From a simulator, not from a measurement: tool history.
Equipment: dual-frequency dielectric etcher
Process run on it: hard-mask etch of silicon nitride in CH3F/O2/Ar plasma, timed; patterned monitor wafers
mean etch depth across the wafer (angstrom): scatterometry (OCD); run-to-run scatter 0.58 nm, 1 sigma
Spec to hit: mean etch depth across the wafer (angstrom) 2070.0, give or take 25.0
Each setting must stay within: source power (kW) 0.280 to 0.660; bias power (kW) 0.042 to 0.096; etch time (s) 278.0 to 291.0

run,hour,source power (kW),bias power (kW),etch time (s),mean etch depth across the wafer (angstrom)
1,0.0,0.470,0.069,278.0,1888.8
2,4.1,0.440,0.069,278.0,1816.6
3,13.0,0.400,0.069,278.0,1747.8
4,15.3,0.430,0.069,278.0,1810.7
5,17.9,0.510,0.069,278.0,1965.8
6,21.3,0.520,0.069,278.0,1985.6
7,27.7,0.530,0.069,278.0,2008.4
8,36.1,0.540,0.069,278.0,2014.4
9,44.7,0.550,0.069,278.0,2025.9

Below are 5 possible settings for the next run. Only one of them brings all results inside the allowed miss of their targets. Which is it?
A,53.3,0.550,0.067,280.5,?
B,53.3,0.540,0.068,278.0,?
C,53.3,0.460,0.087,286.5,?
D,53.3,0.580,0.063,278.0,?
E,53.3,0.520,0.061,290.5,?

move,mean etch depth across the wafer (angstrom)
A,2037.1
B,2010.7
C,2077.4
D,2031.9
E,1998.1
A: nearer the targets than the last run, but a result is still out of spec
B: further off than the last run
C: all results land within tolerance of their targets
D: nearer the targets than the last run, but a result is still out of spec
E: further off than the last run
C is the move that brings every result within its allowed miss.
